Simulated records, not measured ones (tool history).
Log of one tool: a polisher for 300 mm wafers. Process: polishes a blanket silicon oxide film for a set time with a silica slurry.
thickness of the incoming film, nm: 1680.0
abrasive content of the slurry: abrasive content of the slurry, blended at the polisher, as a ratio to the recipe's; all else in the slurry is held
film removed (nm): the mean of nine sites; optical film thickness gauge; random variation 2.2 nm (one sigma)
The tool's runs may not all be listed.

| run | day | flow of slurry (ml/min) | pressure of the wafer on the pad (psi) | speed of the pad under the wafer (cm/s) | abrasive content of the slurry | polishing time (s) | film removed (nm) |
|---|---|---|---|---|---|---|---|
| 1 | 0 | 310 | 4.5 | 112 | 1 | 107 | 351.3 |
| 2 | 0.058 | 310 | 4.5 | 112 | 1 | 113 | 370.67 |
| 3 | 0.283 | 310 | 4.5 | 112 | 1.2 | 113 | 397.94 |
| 4 | 0.321 | 310 | 4.3 | 112 | 1.2 | 113 | 386.02 |
| 5 | 0.658 | 310 | 5 | 112 | 1.2 | 113 | 426.54 |
| 6 | 0.783 | 310 | 4.7 | 112 | 1.2 | 113 | 404.78 |
| 7 | 0.992 | 305 | 3.4 | 110 | 1.2 | 113 | 325.95 |

The next listed run, before its measurement:
| 8 | 1.162 | 305 | 3.3 | 110 | 1.2 | 113 | ? |

Run 8 gave film removed (nm) 320.35.
